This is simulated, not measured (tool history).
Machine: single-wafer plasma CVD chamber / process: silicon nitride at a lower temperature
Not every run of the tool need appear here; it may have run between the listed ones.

| run | hour | heater temperature setpoint (°C) | chamber pressure (mTorr) | RF power (kW) | deposition time (s) | mean film thickness on the monitor wafer (angstrom) |
|---|---|---|---|---|---|---|
| 1 | 0.0 | 325 | 1210 | 0.270 | 36.5 | 383.67 |
| 2 | 6.9 | 325 | 1210 | 0.270 | 37.7 | 395.54 |
| 3 | 10.7 | 325 | 1370 | 0.270 | 37.7 | 406.74 |
| 4 | 11.3 | 325 | 1420 | 0.275 | 37.7 | 417.11 |
| 5 | 20.1 | 325 | 1460 | 0.275 | 37.7 | 417.23 |
| 6 | 21.1 | 325 | 1460 | 0.245 | 37.7 | 386.96 |
| 7 | 22.9 | 325 | 1500 | 0.255 | 37.7 | 400.64 |
| 8 | 24.6 | 325 | 1540 | 0.265 | 37.7 | 411.32 |

Forecast run 9:
| 9 | 25.7 | 325 | 1560 | 0.270 | 37.7 | ? |

mean film thickness on the monitor wafer (angstrom): 419.68

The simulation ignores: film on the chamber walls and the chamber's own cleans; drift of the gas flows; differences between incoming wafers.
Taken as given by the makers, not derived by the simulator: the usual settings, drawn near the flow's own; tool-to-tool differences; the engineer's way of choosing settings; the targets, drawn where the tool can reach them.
